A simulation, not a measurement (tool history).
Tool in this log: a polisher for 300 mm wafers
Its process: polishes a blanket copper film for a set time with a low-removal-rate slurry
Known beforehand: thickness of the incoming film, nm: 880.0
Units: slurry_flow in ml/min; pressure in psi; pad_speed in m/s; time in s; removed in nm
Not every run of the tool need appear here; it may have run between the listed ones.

run 1 hour=0.0 | slurry_flow=305 pressure=2.2 pad_speed=0.88 slurry_solids=1.0 time=108 | removed=245.30
run 2 hour=6.2 | slurry_flow=305 pressure=2.1 pad_speed=0.88 slurry_solids=1.0 time=108 | removed=229.40
run 3 hour=6.9 | slurry_flow=365 pressure=2.1 pad_speed=0.88 slurry_solids=1.0 time=108 | removed=235.81
run 4 hour=11.2 | slurry_flow=365 pressure=2.1 pad_speed=0.88 slurry_solids=1.1 time=108 | removed=239.18
run 5 hour=16.7 | slurry_flow=365 pressure=2.0 pad_speed=0.88 slurry_solids=1.1 time=108 | removed=229.95
run 6 hour=21.9 | slurry_flow=365 pressure=1.9 pad_speed=0.88 slurry_solids=1.1 time=108 | removed=216.97
run 7 hour=26.0 | slurry_flow=365 pressure=1.8 pad_speed=0.88 slurry_solids=1.1 time=108 | removed=206.95
run 8 hour=28.2 | slurry_flow=365 pressure=1.7 pad_speed=0.88 slurry_solids=1.1 time=108 | removed=198.63

Estimate the outcome of run 9 from the log above:
run 9 hour=31.4 | slurry_flow=365 pressure=1.5 pad_speed=0.88 slurry_solids=1.1 time=108 | removed=?

Run 9 came out at removed 173.74 nm.

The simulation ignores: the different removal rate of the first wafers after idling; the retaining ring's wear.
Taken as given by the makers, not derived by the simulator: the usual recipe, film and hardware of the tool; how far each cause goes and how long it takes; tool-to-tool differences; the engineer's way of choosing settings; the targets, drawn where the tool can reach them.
